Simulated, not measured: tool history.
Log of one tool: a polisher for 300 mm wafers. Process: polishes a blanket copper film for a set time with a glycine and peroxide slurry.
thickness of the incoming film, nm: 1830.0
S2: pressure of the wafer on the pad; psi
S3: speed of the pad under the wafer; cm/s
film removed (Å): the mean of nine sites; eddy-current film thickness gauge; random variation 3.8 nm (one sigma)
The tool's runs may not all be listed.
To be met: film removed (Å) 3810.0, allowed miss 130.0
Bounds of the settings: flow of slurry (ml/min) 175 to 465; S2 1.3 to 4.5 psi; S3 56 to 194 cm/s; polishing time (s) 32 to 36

Run 1, hour 0.0: flow of slurry (ml/min) 295, S2 2.9 psi, S3 124 cm/s, polishing time (s) 36. Result: film removed (Å) 2566.9.
Run 2, hour 4.5: flow of slurry (ml/min) 295, S2 2.9 psi, S3 124 cm/s, polishing time (s) 32. Result: film removed (Å) 2309.2.
Run 3, hour 5.9: flow of slurry (ml/min) 295, S2 3.2 psi, S3 124 cm/s, polishing time (s) 32. Result: film removed (Å) 2536.9.
Run 4, hour 7.2: flow of slurry (ml/min) 295, S2 2.7 psi, S3 124 cm/s, polishing time (s) 32. Result: film removed (Å) 2185.4.
Run 5, hour 13.7: flow of slurry (ml/min) 355, S2 2.7 psi, S3 124 cm/s, polishing time (s) 32. Result: film removed (Å) 2180.9.
Run 6, hour 18.3: flow of slurry (ml/min) 355, S2 2.3 psi, S3 124 cm/s, polishing time (s) 32. Result: film removed (Å) 1948.4.
Run 7, hour 24.2: flow of slurry (ml/min) 355, S2 2.6 psi, S3 126 cm/s, polishing time (s) 32. Result: film removed (Å) 2178.1.
Run 8, hour 26.6: flow of slurry (ml/min) 355, S2 2.6 psi, S3 126 cm/s, polishing time (s) 32. Result: film removed (Å) 2196.9.
Run 9, hour 34.5: flow of slurry (ml/min) 355, S2 2.9 psi, S3 126 cm/s, polishing time (s) 32. Result: film removed (Å) 2350.8.
Run 10, hour 37.2: flow of slurry (ml/min) 355, S2 3.1 psi, S3 128 cm/s, polishing time (s) 32. Result: film removed (Å) 2530.1.
Run 11, hour 38.5: flow of slurry (ml/min) 355, S2 3.1 psi, S3 128 cm/s, polishing time (s) 32. Result: film removed (Å) 2567.0.
Run 12, hour 47.0: flow of slurry (ml/min) 355, S2 3.9 psi, S3 132 cm/s, polishing time (s) 32. Result: film removed (Å) 3230.4.
Run 13, hour 54.5: flow of slurry (ml/min) 355, S2 4.0 psi, S3 132 cm/s, polishing time (s) 32. Result: film removed (Å) 3329.3.
Run 14, hour 60.9: flow of slurry (ml/min) 355, S2 4.1 psi, S3 132 cm/s, polishing time (s) 32. Result: film removed (Å) 3384.1.

Which of these 5 next moves meets every target?
Run A, hour 67.3: flow of slurry (ml/min) 245, S2 3.7 psi, S3 138 cm/s, polishing time (s) 36. Result: film removed (Å) ?.
Run B, hour 67.3: flow of slurry (ml/min) 325, S2 4.5 psi, S3 112 cm/s, polishing time (s) 32. Result: film removed (Å) ?.
Run C, hour 67.3: flow of slurry (ml/min) 305, S2 3.8 psi, S3 144 cm/s, polishing time (s) 34. Result: film removed (Å) ?.
Run D, hour 67.3: flow of slurry (ml/min) 420, S2 4.5 psi, S3 136 cm/s, polishing time (s) 32. Result: film removed (Å) ?.
Run E, hour 67.3: flow of slurry (ml/min) 355, S2 4.3 psi, S3 138 cm/s, polishing time (s) 36. Result: film removed (Å) ?.

move  film removed (Å)
   A            3446.6
   B            3102.0
   C            3531.1
   D            3762.9
   E            4070.1
A: nearer than the last run, and not there yet
B: further off than the last run
C: nearer than the last run, and not there yet
D: meets every target
E: takes the result that was furthest off past its target
Move D is the one to make.
